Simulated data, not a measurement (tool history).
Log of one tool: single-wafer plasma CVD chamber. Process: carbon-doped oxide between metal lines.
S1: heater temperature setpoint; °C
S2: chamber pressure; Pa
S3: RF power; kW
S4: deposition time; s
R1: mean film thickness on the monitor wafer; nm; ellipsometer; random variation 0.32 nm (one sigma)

run	hour	S1	S2	S3	S4	R1
1	0.0	345	889	0.670	12.2	79.722
2	4.9	345	889	0.715	12.2	83.700
3	7.6	348	851	0.680	12.2	78.509
4	12.9	348	851	0.680	12.2	79.464
5	18.5	348	851	0.605	12.2	71.095
6	22.1	348	740	0.605	12.2	70.055
7	25.8	349	719	0.590	12.2	67.845
8	32.5	349	719	0.590	12.2	68.264

Run 9 comes next. What will it give?
9	37.2	350	700	0.580	12.2	?

{"run 9": {"R1": 66.341}}
